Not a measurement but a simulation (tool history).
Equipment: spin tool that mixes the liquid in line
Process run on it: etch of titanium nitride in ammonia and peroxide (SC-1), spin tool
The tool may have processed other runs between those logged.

| run | hour | temperature setpoint of the liquid (K) | parts of water to one part of 30 % peroxide (parts by volume) | parts of 29 % ammonia solution to one part of 30 % peroxide (parts by volume) | time under the liquid (s) | thickness taken off the titanium nitride on a monitor wafer (Å) |
|---|---|---|---|---|---|---|
| 1 | 0 | 335.15 | 20.5 | 0.9 | 315 | 193.32 |
| 2 | 2.2 | 328.15 | 20.5 | 0.9 | 315 | 123.27 |
| 3 | 3.1 | 328.15 | 20.5 | 0.9 | 335 | 128.96 |
| 4 | 8.5 | 329.15 | 20.5 | 0.9 | 335 | 139.97 |
| 5 | 15.9 | 335.15 | 20.5 | 0.9 | 335 | 204.59 |
| 6 | 18.8 | 334.15 | 20.5 | 0.9 | 335 | 188.16 |
| 7 | 21.3 | 334.15 | 20.5 | 0.9 | 335 | 191.37 |

For run 8, what comes out?
| 8 | 25.5 | 333.65 | 20.5 | 0.9 | 335 | ? |

{"run 8": {"thickness taken off the titanium nitride on a monitor wafer (Å)": 183.71}}
